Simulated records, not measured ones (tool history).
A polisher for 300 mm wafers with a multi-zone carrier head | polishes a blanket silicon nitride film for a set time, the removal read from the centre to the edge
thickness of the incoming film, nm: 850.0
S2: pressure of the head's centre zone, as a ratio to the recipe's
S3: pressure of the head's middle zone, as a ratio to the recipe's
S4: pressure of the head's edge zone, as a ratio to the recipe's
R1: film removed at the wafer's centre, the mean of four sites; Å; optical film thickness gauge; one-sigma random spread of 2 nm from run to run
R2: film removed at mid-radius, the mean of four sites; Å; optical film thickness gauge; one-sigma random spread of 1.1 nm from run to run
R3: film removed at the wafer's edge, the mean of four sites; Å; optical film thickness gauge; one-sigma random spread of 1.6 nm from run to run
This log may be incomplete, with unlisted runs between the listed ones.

Run 1, hour 0.0: flow of slurry (ml/min) 195, S2 1.00, S3 1.00, S4 1.00, polishing time (s) 47. Result: R1 910.33 Å, R2 936.42 Å, R3 951.59 Å.
Run 2, hour 4.1: flow of slurry (ml/min) 195, S2 0.92, S3 1.00, S4 1.00, polishing time (s) 47. Result: R1 854.11 Å, R2 965.82 Å, R3 919.01 Å.
Run 3, hour 6.3: flow of slurry (ml/min) 210, S2 0.97, S3 1.02, S4 1.00, polishing time (s) 49. Result: R1 929.04 Å, R2 1002.70 Å, R3 972.27 Å.
Run 4, hour 8.2: flow of slurry (ml/min) 215, S2 1.01, S3 1.03, S4 1.00, polishing time (s) 51. Result: R1 1031.20 Å, R2 1064.00 Å, R3 1031.20 Å.
Run 5, hour 16.1: flow of slurry (ml/min) 215, S2 1.01, S3 1.03, S4 1.06, polishing time (s) 51. Result: R1 1008.00 Å, R2 1071.70 Å, R3 1054.80 Å.
Run 6, hour 20.7: flow of slurry (ml/min) 220, S2 1.04, S3 1.04, S4 1.07, polishing time (s) 53. Result: R1 1119.50 Å, R2 1127.40 Å, R3 1102.80 Å.

Expected results for the next run?
Run 7, hour 22.5: flow of slurry (ml/min) 220, S2 1.05, S3 1.04, S4 1.08, polishing time (s) 54. Result: R1 ?, R2 ?, R3 ?.

Run 7 yielded R1 1175.70 Å, R2 1141.10 Å, R3 1138.00 Å.

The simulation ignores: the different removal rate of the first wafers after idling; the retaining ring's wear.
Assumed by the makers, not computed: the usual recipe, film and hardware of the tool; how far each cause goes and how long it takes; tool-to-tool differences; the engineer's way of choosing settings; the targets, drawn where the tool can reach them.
